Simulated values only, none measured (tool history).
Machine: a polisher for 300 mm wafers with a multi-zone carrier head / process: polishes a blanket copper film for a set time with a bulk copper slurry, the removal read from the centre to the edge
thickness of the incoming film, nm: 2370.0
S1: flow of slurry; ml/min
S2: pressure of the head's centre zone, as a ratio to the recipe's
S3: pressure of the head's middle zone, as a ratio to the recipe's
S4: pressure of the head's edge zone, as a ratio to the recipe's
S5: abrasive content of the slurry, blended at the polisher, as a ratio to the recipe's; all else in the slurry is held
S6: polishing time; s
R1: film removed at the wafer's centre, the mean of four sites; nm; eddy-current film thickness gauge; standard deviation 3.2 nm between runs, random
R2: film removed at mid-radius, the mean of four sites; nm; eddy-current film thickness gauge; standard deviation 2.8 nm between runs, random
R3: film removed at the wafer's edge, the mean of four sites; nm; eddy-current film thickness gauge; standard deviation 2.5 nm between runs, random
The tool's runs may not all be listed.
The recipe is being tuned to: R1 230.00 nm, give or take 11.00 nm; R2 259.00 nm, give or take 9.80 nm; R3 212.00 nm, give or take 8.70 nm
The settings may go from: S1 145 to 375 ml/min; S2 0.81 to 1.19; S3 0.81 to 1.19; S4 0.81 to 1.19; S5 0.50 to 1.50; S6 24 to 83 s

run	hour	S1	S2	S3	S4	S5	S6	R1	R2	R3
1	0.0	240	1.00	1.00	1.00	1.00	53	306.55	311.32	323.51
2	5.0	240	1.04	1.00	1.00	1.00	53	318.05	312.21	316.63
3	6.4	240	1.04	1.00	1.00	0.85	53	305.04	297.57	305.27
4	7.0	240	1.04	1.00	1.06	0.85	53	307.84	298.54	314.76
# hour 15.0: slurry nozzle cleaned
5	15.0	240	1.04	1.00	1.06	0.90	53	342.76	328.82	337.69
6	16.1	240	1.04	1.00	1.12	0.90	53	333.77	324.50	342.94
7	20.3	245	1.04	1.03	1.08	0.85	52	325.93	323.96	321.08
8	27.0	250	1.03	1.04	1.05	0.80	51	302.77	313.14	307.54
9	29.8	245	1.13	1.14	0.95	0.55	38	222.80	228.68	190.28
10	31.2	285	1.08	1.19	1.02	0.70	39	246.72	267.43	228.11

Exactly one of the 4 candidate moves below puts every result within its allowed miss. Which one?
A	32.6	250	1.11	1.11	1.11	0.70	40	?	?	?
B	32.6	320	1.06	1.19	0.95	0.70	38	?	?	?
C	32.6	250	1.18	1.16	0.92	0.70	39	?	?	?
D	32.6	320	0.94	1.00	1.19	0.90	37	?	?	?

move	R1	R2	R3
A	245.76	250.63	244.00
B	229.62	259.68	218.89
C	254.92	253.78	217.02
D	212.35	233.96	256.58
A: moves away from the targets compared with the last run
B: every result lands within tolerance
C: gets the furthest-off result to its target, but another result is out of tolerance
D: moves away from the targets compared with the last run
The move that meets every target is B.

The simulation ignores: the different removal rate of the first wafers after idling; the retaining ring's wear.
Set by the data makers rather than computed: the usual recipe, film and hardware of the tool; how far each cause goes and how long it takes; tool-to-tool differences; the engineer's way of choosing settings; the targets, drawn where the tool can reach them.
